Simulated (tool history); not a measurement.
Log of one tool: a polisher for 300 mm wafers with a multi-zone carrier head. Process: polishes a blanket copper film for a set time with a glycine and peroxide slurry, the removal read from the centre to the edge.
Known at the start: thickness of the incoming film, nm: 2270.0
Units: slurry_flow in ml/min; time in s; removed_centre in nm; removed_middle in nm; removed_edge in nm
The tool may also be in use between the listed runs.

| run | hour | slurry_flow | centre_zone | middle_zone | edge_zone | time | removed_centre | removed_middle | removed_edge |
|---|---|---|---|---|---|---|---|---|---|
| 1 | 0 | 240 | 1 | 1 | 1 | 65 | 376.78 | 361.35 | 362.08 |
| 2 | 0.7 | 230 | 0.96 | 0.96 | 1.03 | 65 | 353.5 | 349.54 | 369.62 |
| 3 | 1.9 | 225 | 0.94 | 0.92 | 1.04 | 65 | 349.33 | 340.67 | 368.52 |
| 4 | 8 | 265 | 0.94 | 0.92 | 1.04 | 65 | 354.63 | 343.87 | 372.78 |
| 5 | 13 | 260 | 0.92 | 0.89 | 1.06 | 64 | 336.16 | 320.92 | 370.47 |
| 6 | 21 | 260 | 0.92 | 0.89 | 1.06 | 50 | 270.04 | 250.35 | 292.43 |
| 7 | 23.9 | 260 | 0.91 | 0.89 | 1.09 | 53 | 277.25 | 267.18 | 315.63 |

Forecast run 8:
| 8 | 26.3 | 260 | 0.92 | 0.89 | 1.11 | 55 | ? | ? | ? |

removed_centre: 290.67 nm
removed_middle: 282.58 nm
removed_edge: 328.26 nm
